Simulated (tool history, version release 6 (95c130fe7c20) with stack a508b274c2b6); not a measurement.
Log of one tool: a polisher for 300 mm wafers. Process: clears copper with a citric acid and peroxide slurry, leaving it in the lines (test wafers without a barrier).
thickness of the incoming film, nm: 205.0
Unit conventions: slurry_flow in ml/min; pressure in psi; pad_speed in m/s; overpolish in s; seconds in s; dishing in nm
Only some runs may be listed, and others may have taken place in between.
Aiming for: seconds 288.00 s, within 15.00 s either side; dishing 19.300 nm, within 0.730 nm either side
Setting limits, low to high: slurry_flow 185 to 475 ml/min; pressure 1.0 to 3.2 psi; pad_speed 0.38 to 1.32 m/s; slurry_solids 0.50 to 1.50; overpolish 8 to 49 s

run  hour  slurry_flow  pressure  pad_speed  slurry_solids  overpolish  seconds  dishing
  1   0.0          305       2.1       0.84           1.00          25   155.17   28.447
  2   3.3          305       1.9       0.82           1.00          26   176.35   26.150
  3  11.5          305       1.9       0.82           1.00          21   170.24   21.408
  4  18.0          305       1.9       0.82           1.00          31   173.07   30.349
  5  20.1          305       1.8       0.80           1.00          32   189.49   28.968
  6  26.3          305       1.8       0.68           1.00          32   216.98   25.437
  7  29.0          305       1.7       0.68           1.00          32   224.20   24.811
  8  36.0          305       1.1       0.66           1.00          31   354.78   16.048
  9  40.4          305       1.3       0.66           1.00          31   295.02   18.549
 10  48.8          305       1.3       0.66           1.00          31   299.52   18.595

Below are 5 possible settings for the next run. Only one of them brings all results inside the allowed miss of their targets. Which is it?
  A  57.2          315       1.4       0.56           0.90          33        ?        ?
  B  57.2          300       1.5       0.50           1.10          30        ?        ?
  C  57.2          330       1.6       0.52           1.10          31        ?        ?
  D  57.2          300       1.6       0.54           0.95          28        ?        ?
  E  57.2          370       1.3       0.74           1.15          28        ?        ?

move  seconds  dishing
   A   322.16   18.552
   B   319.53   17.156
   C   289.76   19.394
   D   291.50   17.549
   E   261.08   19.280
A: moves away from the targets compared with the last run
B: moves away from the targets compared with the last run
C: hits every target within its allowed miss
D: moves away from the targets compared with the last run
E: brings the last run's worst result on target, with another outside its allowed miss
Move C is the one to make.
